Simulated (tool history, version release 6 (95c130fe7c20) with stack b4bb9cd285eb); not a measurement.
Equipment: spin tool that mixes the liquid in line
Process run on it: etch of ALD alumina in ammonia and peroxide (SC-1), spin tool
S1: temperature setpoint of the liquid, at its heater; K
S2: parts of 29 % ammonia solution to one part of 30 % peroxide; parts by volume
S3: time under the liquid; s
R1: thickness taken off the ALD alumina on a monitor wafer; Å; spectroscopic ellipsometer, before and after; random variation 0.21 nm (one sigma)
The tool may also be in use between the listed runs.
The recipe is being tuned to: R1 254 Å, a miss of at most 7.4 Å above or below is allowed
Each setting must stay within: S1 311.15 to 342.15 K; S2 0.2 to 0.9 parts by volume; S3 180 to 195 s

Run 1, day 0: S1 326.15 K, S2 0.5 parts by volume, S3 180 s. Result: R1 163.63 Å.
Run 2, day 0.121: S1 332.15 K, S2 0.5 parts by volume, S3 180 s. Result: R1 224.07 Å.
Run 3, day 0.425: S1 332.15 K, S2 0.65 parts by volume, S3 180 s. Result: R1 231.73 Å.
Run 4, day 0.5: S1 332.15 K, S2 0.8 parts by volume, S3 180 s. Result: R1 234.06 Å.
Run 5, day 0.817: S1 332.15 K, S2 0.65 parts by volume, S3 180 s. Result: R1 231.26 Å.
Run 6, day 1.067: S1 332.15 K, S2 0.75 parts by volume, S3 180 s. Result: R1 232.42 Å.
Run 7, day 1.392: S1 332.65 K, S2 0.75 parts by volume, S3 180 s. Result: R1 238.09 Å.
Run 8, day 1.45: S1 333.15 K, S2 0.75 parts by volume, S3 180 s. Result: R1 246.92 Å.

Which single option among these 4 for the next run brings every result within its allowed miss of target? Just one does.
Run A, day 1.508: S1 331.65 K, S2 0.7 parts by volume, S3 190 s. Result: R1 ?.
Run B, day 1.508: S1 332.15 K, S2 0.75 parts by volume, S3 195 s. Result: R1 ?.
Run C, day 1.508: S1 330.65 K, S2 0.75 parts by volume, S3 195 s. Result: R1 ?.
Run D, day 1.508: S1 331.15 K, S2 0.7 parts by volume, S3 195 s. Result: R1 ?.

move      R1
   A  238.57
   B  252.87
   C  234.05
   D  238.62
A: further off than the last run
B: in spec on every target
C: further off than the last run
D: further off than the last run
B meets every target.

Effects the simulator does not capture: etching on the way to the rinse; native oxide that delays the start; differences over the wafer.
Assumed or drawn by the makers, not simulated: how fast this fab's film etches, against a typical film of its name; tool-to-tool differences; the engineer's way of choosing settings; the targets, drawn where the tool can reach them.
